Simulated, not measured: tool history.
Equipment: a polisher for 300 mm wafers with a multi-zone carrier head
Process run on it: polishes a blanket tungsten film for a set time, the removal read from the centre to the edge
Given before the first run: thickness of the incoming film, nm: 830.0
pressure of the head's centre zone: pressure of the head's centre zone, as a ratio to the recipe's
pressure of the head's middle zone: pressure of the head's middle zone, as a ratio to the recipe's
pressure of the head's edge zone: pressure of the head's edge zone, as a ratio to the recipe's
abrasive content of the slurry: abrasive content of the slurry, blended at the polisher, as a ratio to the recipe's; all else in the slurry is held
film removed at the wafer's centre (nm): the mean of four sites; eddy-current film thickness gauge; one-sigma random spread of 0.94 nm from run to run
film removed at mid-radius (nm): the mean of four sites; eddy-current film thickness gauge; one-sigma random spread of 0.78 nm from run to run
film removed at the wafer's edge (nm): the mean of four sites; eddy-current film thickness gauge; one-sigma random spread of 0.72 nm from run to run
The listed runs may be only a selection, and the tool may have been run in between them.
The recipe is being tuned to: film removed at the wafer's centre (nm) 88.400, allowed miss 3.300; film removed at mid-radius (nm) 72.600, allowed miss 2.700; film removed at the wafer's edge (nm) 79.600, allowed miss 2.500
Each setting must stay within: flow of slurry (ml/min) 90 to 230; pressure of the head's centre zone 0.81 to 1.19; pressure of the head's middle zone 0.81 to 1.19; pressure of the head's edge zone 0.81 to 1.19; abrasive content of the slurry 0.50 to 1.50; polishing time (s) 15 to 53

run,hour,flow of slurry (ml/min),pressure of the head's centre zone,pressure of the head's middle zone,pressure of the head's edge zone,abrasive content of the slurry,polishing time (s),film removed at the wafer's centre (nm),film removed at mid-radius (nm),film removed at the wafer's edge (nm)
1,0.0,150,1.00,1.00,1.00,1.00,34,144.030,147.770,148.450
2,1.6,145,1.01,0.97,0.97,0.90,31,131.150,126.600,128.600
3,4.4,140,1.00,0.94,0.95,0.80,29,120.720,112.110,117.290
4,11.0,140,1.00,0.94,0.95,0.95,29,123.410,116.350,121.400
5,13.4,140,1.00,0.94,0.95,0.80,29,119.890,113.650,116.190
6,20.7,140,1.00,0.94,0.95,0.80,33,133.400,127.410,132.810
7,26.4,135,1.00,0.92,0.94,0.75,31,126.260,114.880,122.550
8,33.5,135,1.00,0.91,0.93,0.70,29,117.350,106.820,111.980
9,40.0,130,1.00,0.89,0.92,0.65,28,108.900,100.580,105.240
10,41.3,125,1.01,0.87,0.92,0.60,27,102.880,91.383,101.000

Pick the move, out of 4, that brings all results within their allowed miss; only one does.
A,42.6,105,1.02,0.81,0.88,0.65,23,?,?,?
B,42.6,125,1.02,0.85,0.91,0.65,30,?,?,?
C,42.6,95,1.07,0.84,0.84,0.55,23,?,?,?
D,42.6,135,1.05,0.84,0.83,0.55,20,?,?,?

move,film removed at the wafer's centre (nm),film removed at mid-radius (nm),film removed at the wafer's edge (nm)
A,87.658,73.204,85.304
B,118.110,102.150,114.970
C,88.004,72.298,80.682
D,80.129,66.552,72.661
A: closes in on the targets versus the last run, not all within tolerance yet
B: its largest miss is bigger than the last run's
C: each result inside its tolerance
D: takes the result that was furthest off past its target
Correct choice: C, which meets every target
